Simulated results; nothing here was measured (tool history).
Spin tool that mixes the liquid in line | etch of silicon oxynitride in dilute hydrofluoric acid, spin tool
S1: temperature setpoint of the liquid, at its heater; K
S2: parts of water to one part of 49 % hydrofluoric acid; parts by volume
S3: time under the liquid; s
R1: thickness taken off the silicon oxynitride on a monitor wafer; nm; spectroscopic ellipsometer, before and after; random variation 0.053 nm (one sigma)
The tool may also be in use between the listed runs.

run,hour,S1,S2,S3,R1
1,0.0,295.15,250,260,2.6985
2,1.9,297.15,245,260,2.9663
3,6.0,298.65,235,260,3.3334
4,10.4,299.65,235,260,3.5367
5,17.2,299.65,175,260,4.9789
6,23.5,298.65,175,260,4.7567

Forecast run 7:
7,31.1,297.65,175,260,?

Run 7 gave R1 4.4782 nm.
